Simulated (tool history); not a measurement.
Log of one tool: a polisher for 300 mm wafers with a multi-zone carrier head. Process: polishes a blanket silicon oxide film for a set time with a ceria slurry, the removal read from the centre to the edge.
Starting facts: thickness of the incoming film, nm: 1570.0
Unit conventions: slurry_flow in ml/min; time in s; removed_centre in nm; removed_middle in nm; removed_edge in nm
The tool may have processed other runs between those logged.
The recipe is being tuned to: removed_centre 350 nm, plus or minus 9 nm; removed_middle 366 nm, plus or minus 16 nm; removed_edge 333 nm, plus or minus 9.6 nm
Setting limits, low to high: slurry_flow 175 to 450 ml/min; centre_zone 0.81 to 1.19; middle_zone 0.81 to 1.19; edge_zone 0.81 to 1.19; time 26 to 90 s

run,hour,slurry_flow,centre_zone,middle_zone,edge_zone,time,removed_centre,removed_middle,removed_edge
1,0,290,1,1,1,58,405.3,443.52,438.94
2,2.1,290,1,1,0.93,58,405.28,450.27,426.97
3,9.1,290,1.02,1,0.9,54,383.84,411.97,394.55
4,10.7,290,1.04,1.01,0.87,52,377.78,407.05,379.87
5,16,290,1.05,1.01,0.85,50,365.73,380.69,364.63
# hour 19.9: centre zone pressure recalibrated
6,19.9,290,1.11,1.01,0.85,50,424.86,384.1,363.33
7,25,290,1.11,1.01,0.85,50,425.44,390.14,365.23
8,26.6,285,1.1,1.02,0.84,49,414.29,389.18,353.82
9,28.9,270,1.08,1.02,0.83,48,397.78,369.65,351.46
10,37.5,290,1.08,1.02,0.83,47,394.13,373.87,341.44
11,45.2,255,0.99,1.05,0.82,45,338.46,360.82,323.84
12,50,255,0.99,1.05,0.83,45,341.14,361.67,323.18
13,54.7,255,0.99,1.05,0.84,45,340.92,364.32,325.64
14,59.8,255,0.99,1.05,0.84,45,340.69,361.85,326.67
15,67,255,0.99,1.05,0.85,45,339.83,357.26,320.71
16,68.7,260,0.99,1.05,0.85,45,339.96,356.5,323.26

Pick the move, out of 5, that brings all results within their allowed miss; only one does.
A,70.4,385,1.01,1.08,0.96,44,?,?,?
B,70.4,175,1.04,1.09,0.82,44,?,?,?
C,70.4,175,1.07,1.01,0.96,45,?,?,?
D,70.4,175,1.03,1,0.85,44,?,?,?
E,70.4,250,1.02,1.08,0.82,44,?,?,?

move,removed_centre,removed_middle,removed_edge
A,347.46,371.21,333.6
B,335.78,353.25,304.86
C,353.19,338.51,326.89
D,332.32,328.32,308.33
E,339.61,360.4,311.37
A: every result lands within tolerance
B: misses by more than the last run did
C: gets the furthest-off result to its target, but another result is out of tolerance
D: misses by more than the last run did
E: misses by more than the last run did
So the answer is move A, the one that meets all the targets.

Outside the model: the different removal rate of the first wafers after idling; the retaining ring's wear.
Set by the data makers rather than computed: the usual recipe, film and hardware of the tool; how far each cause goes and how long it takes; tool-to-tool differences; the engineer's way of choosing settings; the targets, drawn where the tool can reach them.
